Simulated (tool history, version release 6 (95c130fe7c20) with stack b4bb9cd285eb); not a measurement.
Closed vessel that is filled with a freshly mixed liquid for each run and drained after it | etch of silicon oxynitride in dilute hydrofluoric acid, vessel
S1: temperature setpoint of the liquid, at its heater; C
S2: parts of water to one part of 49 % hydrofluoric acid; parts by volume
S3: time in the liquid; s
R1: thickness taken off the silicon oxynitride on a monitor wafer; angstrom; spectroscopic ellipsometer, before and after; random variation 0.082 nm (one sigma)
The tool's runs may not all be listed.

run 1 hour=0 | S1=21 S2=95 S3=515 | R1=65.541
run 2 hour=3.2 | S1=22.5 S2=95 S3=515 | R1=70.968
run 3 hour=7.5 | S1=20 S2=95 S3=515 | R1=63.106
run 4 hour=13.1 | S1=20 S2=95 S3=340 | R1=41.538
run 5 hour=21.1 | S1=20 S2=70 S3=340 | R1=57.74
run 6 hour=27.4 | S1=20 S2=100 S3=340 | R1=39.852

Forecast run 7:
run 7 hour=33 | S1=24 S2=60 S3=350 | R1=?

Run 7 gave R1 84.832 angstrom.

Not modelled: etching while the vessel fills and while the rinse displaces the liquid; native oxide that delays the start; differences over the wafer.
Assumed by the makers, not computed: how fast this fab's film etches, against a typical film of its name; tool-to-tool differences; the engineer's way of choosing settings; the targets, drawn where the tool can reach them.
